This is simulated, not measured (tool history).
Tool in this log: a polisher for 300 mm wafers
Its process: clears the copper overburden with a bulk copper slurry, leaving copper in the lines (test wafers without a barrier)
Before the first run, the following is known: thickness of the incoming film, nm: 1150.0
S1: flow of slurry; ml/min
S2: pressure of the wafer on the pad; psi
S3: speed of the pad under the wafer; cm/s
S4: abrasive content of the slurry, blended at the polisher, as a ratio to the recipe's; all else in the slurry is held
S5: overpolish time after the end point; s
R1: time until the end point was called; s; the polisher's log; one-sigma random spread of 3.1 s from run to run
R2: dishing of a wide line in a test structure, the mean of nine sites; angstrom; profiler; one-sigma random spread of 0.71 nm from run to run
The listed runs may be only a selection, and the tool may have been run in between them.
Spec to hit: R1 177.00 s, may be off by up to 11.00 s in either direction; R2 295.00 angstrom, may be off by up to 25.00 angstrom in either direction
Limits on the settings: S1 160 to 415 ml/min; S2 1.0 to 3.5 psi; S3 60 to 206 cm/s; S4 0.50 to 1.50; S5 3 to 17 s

run	day	S1	S2	S3	S4	S5	R1	R2
1	0.000	265	2.2	132	1.00	9	122.29	577.92
2	0.292	265	1.9	132	1.00	8	136.41	464.05
3	0.558	265	2.5	132	1.00	8	107.60	560.57
4	0.671	265	2.1	132	1.00	8	126.09	491.34
5	0.825	265	2.1	132	0.85	8	131.00	474.62
6	0.850	265	1.9	130	0.85	7	142.35	396.25
7	1.158	265	1.7	130	0.85	7	170.20	374.20
8	1.529	265	1.7	126	0.85	4	169.97	218.74
9	1.767	265	1.7	128	0.85	5	167.04	255.59

Which single option among these 5 for the next run brings every result within its allowed miss of target? Just one does.
A	2.004	260	1.6	150	0.85	6	?	?
B	2.004	250	1.6	148	1.00	5	?	?
C	2.004	310	1.5	132	0.90	6	?	?
D	2.004	260	1.5	162	0.70	7	?	?
E	2.004	270	1.8	112	0.90	8	?	?

move	R1	R2
A	149.88	326.72
B	147.10	284.32
C	175.75	284.35
D	154.16	360.92
E	174.89	367.83
A: pushes the last run's worst result past its target
B: meets the target for the result that was furthest off, but another lies outside its allowed miss
C: meets every target
D: pushes the last run's worst result past its target
E: pushes the last run's worst result past its target
The right move is C.

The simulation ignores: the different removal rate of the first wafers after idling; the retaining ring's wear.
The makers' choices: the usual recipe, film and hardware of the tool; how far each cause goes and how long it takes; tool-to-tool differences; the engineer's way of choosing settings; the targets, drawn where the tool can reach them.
